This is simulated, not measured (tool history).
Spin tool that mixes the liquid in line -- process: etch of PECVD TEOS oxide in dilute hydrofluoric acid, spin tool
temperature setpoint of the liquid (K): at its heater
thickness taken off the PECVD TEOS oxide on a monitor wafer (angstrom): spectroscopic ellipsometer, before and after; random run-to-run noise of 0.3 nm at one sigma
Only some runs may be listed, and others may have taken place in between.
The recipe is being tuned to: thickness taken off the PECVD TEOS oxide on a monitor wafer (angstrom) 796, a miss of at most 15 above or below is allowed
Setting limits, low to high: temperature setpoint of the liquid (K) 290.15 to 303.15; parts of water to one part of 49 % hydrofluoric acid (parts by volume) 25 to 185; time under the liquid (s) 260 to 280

| run | day | temperature setpoint of the liquid (K) | parts of water to one part of 49 % hydrofluoric acid (parts by volume) | time under the liquid (s) | thickness taken off the PECVD TEOS oxide on a monitor wafer (angstrom) |
|---|---|---|---|---|---|
| 1 | 0 | 295.15 | 105 | 260 | 456.88 |
| 2 | 0.362 | 297.15 | 100 | 260 | 518.31 |
| 3 | 0.612 | 298.65 | 95 | 260 | 583.54 |
| 4 | 0.688 | 295.65 | 95 | 260 | 516.44 |
| 5 | 1.029 | 295.65 | 95 | 260 | 517.87 |
| 6 | 1.108 | 295.65 | 80 | 260 | 628.13 |
| 7 | 1.379 | 297.15 | 80 | 260 | 669.47 |
| 8 | 1.688 | 298.15 | 80 | 260 | 692.19 |
| 9 | 1.854 | 299.15 | 80 | 260 | 724.27 |
| 10 | 2.2 | 299.65 | 80 | 260 | 740.34 |

Exactly one of the 5 candidate moves below puts every result within its allowed miss. Which one?
| A | 2.546 | 297.65 | 85 | 280 | ? |
| B | 2.546 | 298.65 | 85 | 275 | ? |
| C | 2.546 | 298.15 | 85 | 265 | ? |
| D | 2.546 | 298.65 | 70 | 260 | ? |
| E | 2.546 | 300.65 | 80 | 270 | ? |

| move | thickness taken off the PECVD TEOS oxide on a monitor wafer (angstrom) |
|---|---|
| A | 684.47 |
| B | 699.47 |
| C | 660.82 |
| D | 819.08 |
| E | 794.6 |
A: misses by more than the last run did
B: misses by more than the last run did
C: misses by more than the last run did
D: carries the result that was furthest off beyond its target, to the other side
E: hits every target within its allowed miss
The right move is E.
